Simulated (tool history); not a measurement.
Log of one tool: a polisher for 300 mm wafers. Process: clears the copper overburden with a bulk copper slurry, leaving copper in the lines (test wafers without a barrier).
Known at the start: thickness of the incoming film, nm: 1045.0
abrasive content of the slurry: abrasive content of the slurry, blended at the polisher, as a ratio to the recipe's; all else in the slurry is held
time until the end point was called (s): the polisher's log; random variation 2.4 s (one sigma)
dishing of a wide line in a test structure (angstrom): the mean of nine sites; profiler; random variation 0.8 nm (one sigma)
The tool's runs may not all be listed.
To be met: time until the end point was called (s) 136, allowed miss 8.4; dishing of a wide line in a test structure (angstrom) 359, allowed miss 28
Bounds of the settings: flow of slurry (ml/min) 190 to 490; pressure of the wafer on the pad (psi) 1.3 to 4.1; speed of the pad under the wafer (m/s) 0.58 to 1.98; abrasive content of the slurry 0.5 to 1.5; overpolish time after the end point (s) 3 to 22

run  hour  flow of slurry (ml/min)  pressure of the wafer on the pad (psi)  speed of the pad under the wafer (m/s)  abrasive content of the slurry  overpolish time after the end point (s)  time until the end point was called (s)  dishing of a wide line in a test structure (angstrom)
  1     0                      315                                     2.7                                    1.28                               1                                       11                                   102.21                                                 798.44
  2   1.2                      315                                     2.1                                    1.28                               1                                       11                                   124.83                                                 623.25
  3   9.6                      315                                       2                                     1.3                               1                                        9                                   130.16                                                 508.91
  4  12.3                      315                                       2                                     1.3                               1                                       13                                   130.37                                                 684.13
  5  20.5                      315                                       2                                    1.48                               1                                       13                                    115.7                                                 790.08
  6  24.6                      315                                       2                                     1.2                               1                                       13                                   138.52                                                 668.72
  7  25.3                      315                                       2                                     1.2                               1                                       13                                   139.11                                                 669.73
  8  30.8                      315                                     1.9                                    1.24                               1                                       10                                    142.8                                                 533.16
  9  32.5                      315                                     1.9                                    1.26                               1                                        8                                   146.12                                                 417.98
 10  39.5                      315                                       2                                    1.28                               1                                        7                                   133.32                                                 412.34

4 next moves are on the table. One of them brings every result within its allowed miss. Which?
  A  46.5                      215                                     2.2                                     1.2                            1.05                                        8                                        ?                                                      ?
  B  46.5                      200                                     2.2                                    1.18                             0.9                                        6                                        ?                                                      ?
  C  46.5                      315                                       2                                    1.32                            0.95                                        8                                        ?                                                      ?
  D  46.5                      315                                     2.3                                    1.18                               1                                        7                                        ?                                                      ?

move  time until the end point was called (s)  dishing of a wide line in a test structure (angstrom)
   A                                   127.05                                                 488.36
   B                                   134.91                                                 360.07
   C                                   125.91                                                 489.06
   D                                   122.47                                                 450.45
A: further off than the last run
B: meets every target
C: further off than the last run
D: further off than the last run
Answer: B
